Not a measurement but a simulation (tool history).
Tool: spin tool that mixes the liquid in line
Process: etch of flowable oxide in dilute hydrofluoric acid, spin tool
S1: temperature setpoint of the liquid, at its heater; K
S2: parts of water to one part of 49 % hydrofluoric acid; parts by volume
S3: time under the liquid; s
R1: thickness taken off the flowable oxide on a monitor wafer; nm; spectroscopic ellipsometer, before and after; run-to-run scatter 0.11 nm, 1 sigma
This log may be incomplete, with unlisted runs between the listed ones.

run  hour      S1   S2   S3      R1
  1   0.0  294.15  265  315  45.438
  2   8.8  297.15  265  315  50.787
  3  16.9  295.15  280  315  44.220
  4  20.2  295.15  280  340  47.733
  5  26.8  291.65  280  340  41.877
  6  32.4  291.15  295  340  38.666
  7  40.2  290.65  310  340  35.682
  8  48.6  290.65  320  340  33.972
  9  55.3  290.65  325  340  33.286

The next listed run, before its measurement:
 10  58.8  290.65  330  340   ?

R1: 32.752 nm

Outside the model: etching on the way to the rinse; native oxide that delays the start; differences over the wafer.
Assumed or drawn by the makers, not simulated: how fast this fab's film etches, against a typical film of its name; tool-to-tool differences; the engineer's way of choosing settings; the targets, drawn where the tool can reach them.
